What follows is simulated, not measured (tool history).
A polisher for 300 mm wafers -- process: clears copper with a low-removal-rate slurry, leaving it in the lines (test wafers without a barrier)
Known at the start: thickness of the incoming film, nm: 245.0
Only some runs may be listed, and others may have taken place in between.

run	hour	flow of slurry (ml/min)	pressure of the wafer on the pad (kPa)	speed of the pad under the wafer (m/s)	abrasive content of the slurry	overpolish time after the end point (s)	time until the end point was called (s)	dishing of a wide line in a test structure (Å)
1	0	165	15.9	1.22	1	15	76.398	329.26
2	6.6	165	18.6	1.22	1	15	66.634	379.65
3	7.5	165	18.6	1.22	1	20	69.177	498.24
4	12.2	165	18.6	0.94	1	20	85.027	398.79
5	19.8	170	20	1.02	1	20	75.405	445.44
6	20.9	170	21.4	1.08	1	20	66.026	499.93
7	29.8	170	22.1	1.12	1	20	61.86	520.98
8	34.1	170	22.8	1.16	1	20	59.792	544.05
9	40.1	170	23.4	1.2	1	20	55.107	585.38

Run 10 is up next; what results do you expect?
10	44.6	170	24.1	1.22	1	20	?	?

time until the end point was called (s): 52.982
dishing of a wide line in a test structure (Å): 588.38
